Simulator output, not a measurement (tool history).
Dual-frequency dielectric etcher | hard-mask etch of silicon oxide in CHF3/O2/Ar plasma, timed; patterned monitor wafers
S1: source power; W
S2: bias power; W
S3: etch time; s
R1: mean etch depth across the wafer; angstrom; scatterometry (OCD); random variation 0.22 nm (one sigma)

run  hour   S1   S2  S3      R1
  1   0.0  530  207  18  365.75
  2   8.6  550  209  18  372.72
  3   9.4  570  210  18  376.59
  4  14.4  570  210  18  381.85
  5  16.3  570  210  18  379.34
  6  21.6  590  211  18  387.01
  7  30.4  600  212  18  393.32
  8  34.3  600  212  18  392.04
  9  40.3  610  212  18  395.29
 10  47.8  620  212  18  397.82

What will run 11 give?
 11  48.4  630  212  18   ?

R1: 405.02 angstrom
